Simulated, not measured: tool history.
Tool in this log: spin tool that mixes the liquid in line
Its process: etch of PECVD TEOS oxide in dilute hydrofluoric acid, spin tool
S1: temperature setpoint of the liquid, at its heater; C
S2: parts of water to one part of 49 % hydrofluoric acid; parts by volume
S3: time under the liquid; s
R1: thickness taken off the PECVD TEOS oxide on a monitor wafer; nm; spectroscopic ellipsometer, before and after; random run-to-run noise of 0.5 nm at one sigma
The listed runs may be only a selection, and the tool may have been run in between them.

run	hour	S1	S2	S3	R1
1	0	24	215	195	21.463
2	7.7	24	215	210	23.285
3	11.6	26.5	170	210	33.799
4	19.1	25	170	210	32.166
5	22.1	21.5	170	210	27.869
6	22.8	21.5	110	210	46.335
7	26.3	24.5	105	210	55.027
8	29	26	105	210	58.331
9	30.5	27	105	210	60.665
10	33.7	28	105	210	63.601
11	36.5	28.5	105	210	64.88

Expected results for the next run?
12	42	28.5	105	210	?

R1: 64.514 nm
